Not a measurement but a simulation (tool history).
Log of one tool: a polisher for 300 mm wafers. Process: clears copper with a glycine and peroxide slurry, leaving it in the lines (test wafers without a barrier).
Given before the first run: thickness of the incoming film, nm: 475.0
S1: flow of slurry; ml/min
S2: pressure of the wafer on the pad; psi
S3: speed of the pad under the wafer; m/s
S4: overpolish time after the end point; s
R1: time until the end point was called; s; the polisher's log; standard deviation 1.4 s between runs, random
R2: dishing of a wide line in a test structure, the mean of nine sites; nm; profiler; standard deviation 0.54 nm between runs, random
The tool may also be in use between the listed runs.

run 1 hour=0.0 | S1=235 S2=2.4 S3=1.02 S4=23 | R1=107.600 R2=49.421
run 2 hour=1.4 | S1=235 S2=2.4 S3=1.26 S4=23 | R1=89.684 R2=51.747
run 3 hour=7.0 | S1=235 S2=2.2 S3=1.24 S4=24 | R1=96.082 R2=51.558
run 4 hour=14.0 | S1=235 S2=2.1 S3=1.20 S4=25 | R1=104.180 R2=51.900
run 5 hour=19.9 | S1=210 S2=2.1 S3=1.20 S4=25 | R1=104.480 R2=50.076
run 6 hour=25.8 | S1=210 S2=2.1 S3=1.20 S4=30 | R1=104.650 R2=54.995
run 7 hour=33.8 | S1=205 S2=2.0 S3=1.18 S4=31 | R1=110.110 R2=54.298
run 8 hour=41.0 | S1=200 S2=1.9 S3=1.16 S4=32 | R1=118.820 R2=54.794

Run 9, settings as shown, results not yet in. Your forecast:
run 9 hour=44.2 | S1=195 S2=1.8 S3=1.16 S4=32 | R1=? R2=?

Logged for run 9: R1 122.460 s, R2 52.381 nm.
